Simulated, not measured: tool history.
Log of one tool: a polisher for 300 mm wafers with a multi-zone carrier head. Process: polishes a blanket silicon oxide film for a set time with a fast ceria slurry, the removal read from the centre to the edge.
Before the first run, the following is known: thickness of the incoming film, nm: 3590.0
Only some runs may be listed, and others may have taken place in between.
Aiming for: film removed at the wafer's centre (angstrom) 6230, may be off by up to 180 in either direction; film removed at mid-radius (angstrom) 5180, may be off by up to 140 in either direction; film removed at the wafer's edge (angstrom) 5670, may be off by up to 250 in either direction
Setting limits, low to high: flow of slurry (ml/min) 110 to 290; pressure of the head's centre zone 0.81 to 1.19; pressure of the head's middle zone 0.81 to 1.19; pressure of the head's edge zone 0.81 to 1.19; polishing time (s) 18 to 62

| run | hour | flow of slurry (ml/min) | pressure of the head's centre zone | pressure of the head's middle zone | pressure of the head's edge zone | polishing time (s) | film removed at the wafer's centre (angstrom) | film removed at mid-radius (angstrom) | film removed at the wafer's edge (angstrom) |
|---|---|---|---|---|---|---|---|---|---|
| 1 | 0 | 185 | 1 | 1 | 1 | 40 | 6096.6 | 6231.8 | 6175.8 |
| 2 | 5.4 | 185 | 1 | 0.97 | 1 | 40 | 6131.7 | 6207.5 | 6231.2 |
| 3 | 10.2 | 185 | 1.08 | 0.97 | 1 | 40 | 6567.3 | 6093.3 | 6185.6 |
| 4 | 17.1 | 185 | 1.08 | 0.92 | 1 | 40 | 6575 | 5879.5 | 6265.3 |
| 5 | 18.1 | 185 | 1.08 | 0.92 | 1 | 36 | 5893.8 | 5337.2 | 5646.1 |
| 6 | 21.8 | 185 | 1.08 | 0.84 | 1 | 36 | 5975.3 | 5009.5 | 5590.5 |
| 7 | 30 | 185 | 1.08 | 0.84 | 1 | 36 | 5857.6 | 4974.6 | 5603.9 |
| 8 | 34.3 | 195 | 1.09 | 0.84 | 1 | 36 | 6003.5 | 5084.3 | 5693.1 |

Exercise: of the 4 proposed moves below, exactly one satisfies all targets within the stated allowed misses. Which move is it?
| A | 38.6 | 195 | 1.19 | 0.85 | 0.97 | 37 | ? | ? | ? |
| B | 38.6 | 195 | 1.17 | 0.92 | 0.86 | 35 | ? | ? | ? |
| C | 38.6 | 200 | 1.11 | 0.86 | 0.97 | 36 | ? | ? | ? |
| D | 38.6 | 170 | 1.1 | 0.82 | 1.04 | 36 | ? | ? | ? |

| move | film removed at the wafer's centre (angstrom) | film removed at mid-radius (angstrom) | film removed at the wafer's edge (angstrom) |
|---|---|---|---|
| A | 6723.1 | 5233.4 | 5826.3 |
| B | 6254.7 | 5225.5 | 5209.1 |
| C | 6126.7 | 5155.1 | 5685.3 |
| D | 5881.8 | 4854.6 | 5762.1 |
A: carries the result that was furthest off beyond its target, to the other side
B: puts the biggest miss on target and leaves a different result outside tolerance
C: each result inside its tolerance
D: further off than the last run
Correct choice: C, which meets every target
